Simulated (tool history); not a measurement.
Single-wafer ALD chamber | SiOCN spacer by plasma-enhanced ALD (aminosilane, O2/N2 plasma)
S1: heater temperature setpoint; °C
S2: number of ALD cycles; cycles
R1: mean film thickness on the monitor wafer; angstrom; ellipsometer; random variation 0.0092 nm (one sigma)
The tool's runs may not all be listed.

{"run": 1, "hour": 0.0, "S1": 375, "S2": 72, "R1": 42.944}
{"run": 2, "hour": 4.8, "S1": 375, "S2": 69, "R1": 41.331}
{"run": 3, "hour": 7.7, "S1": 375, "S2": 64, "R1": 38.112}
{"run": 4, "hour": 11.0, "S1": 385, "S2": 64, "R1": 38.261}
{"run": 5, "hour": 19.0, "S1": 375, "S2": 64, "R1": 38.211}
{"run": 6, "hour": 20.1, "S1": 384, "S2": 64, "R1": 38.124}
{"run": 7, "hour": 26.7, "S1": 384, "S2": 62, "R1": 37.017}
{"hour": 31.4, "done": "thermocouple changed; heater temperature recalibrated"}
{"run": 8, "hour": 31.4, "S1": 384, "S2": 61, "R1": 36.373}
{"run": 9, "hour": 34.9, "S1": 384, "S2": 60, "R1": 35.889}

Run 10 comes next. What will it give?
{"run": 10, "hour": 37.0, "S1": 384, "S2": 59, "R1": "?"}

{"run 10": {"R1": 35.202}}
